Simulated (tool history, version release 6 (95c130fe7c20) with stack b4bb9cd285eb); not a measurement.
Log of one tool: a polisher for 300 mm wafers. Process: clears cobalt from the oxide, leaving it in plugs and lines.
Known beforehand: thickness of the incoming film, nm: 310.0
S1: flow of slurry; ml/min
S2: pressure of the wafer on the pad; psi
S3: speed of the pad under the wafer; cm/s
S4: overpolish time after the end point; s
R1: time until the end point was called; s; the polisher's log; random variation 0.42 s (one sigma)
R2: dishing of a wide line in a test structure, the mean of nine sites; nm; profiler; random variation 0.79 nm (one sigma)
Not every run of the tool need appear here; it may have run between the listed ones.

| run | hour | S1 | S2 | S3 | S4 | R1 | R2 |
|---|---|---|---|---|---|---|---|
| 1 | 0 | 215 | 2.1 | 114 | 27 | 38.885 | 54.365 |
| 2 | 1.3 | 255 | 2.1 | 114 | 27 | 37.627 | 54.761 |
| 3 | 4.1 | 255 | 1.8 | 114 | 27 | 43.571 | 53.401 |
| 4 | 4.9 | 255 | 1.8 | 114 | 17 | 44.453 | 48.223 |
| 5 | 13.7 | 255 | 2.2 | 114 | 17 | 36.588 | 49.453 |
| 6 | 18.8 | 255 | 2.2 | 114 | 18 | 36.924 | 50.506 |

Run 7, settings as shown, results not yet in. Your forecast:
| 7 | 22 | 255 | 2.3 | 114 | 18 | ? | ? |

{"run 7": {"R1": 35.834, "R2": 51.285}}
